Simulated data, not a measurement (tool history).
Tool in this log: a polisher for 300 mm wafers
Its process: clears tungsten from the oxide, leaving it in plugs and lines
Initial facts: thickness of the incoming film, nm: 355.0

run,hour,flow of slurry (ml/min),pressure of the wafer on the pad (psi),speed of the pad under the wafer (cm/s),abrasive content of the slurry,overpolish time after the end point (s),time until the end point was called (s)
1,0,185,3.2,86,1,7,116.02
2,6.9,185,3.3,86,1,7,113.3
3,11.8,185,3.3,66,1,7,142.11
4,19.6,185,3.3,52,1,7,179.59
5,26,185,3.9,52,1,7,156.16
6,34.6,185,4,56,1,7,138.81

What will run 7 give?
7,40.8,190,4.9,68,1,7,?

{"run 7": {"time until the end point was called (s)": 96.609}}
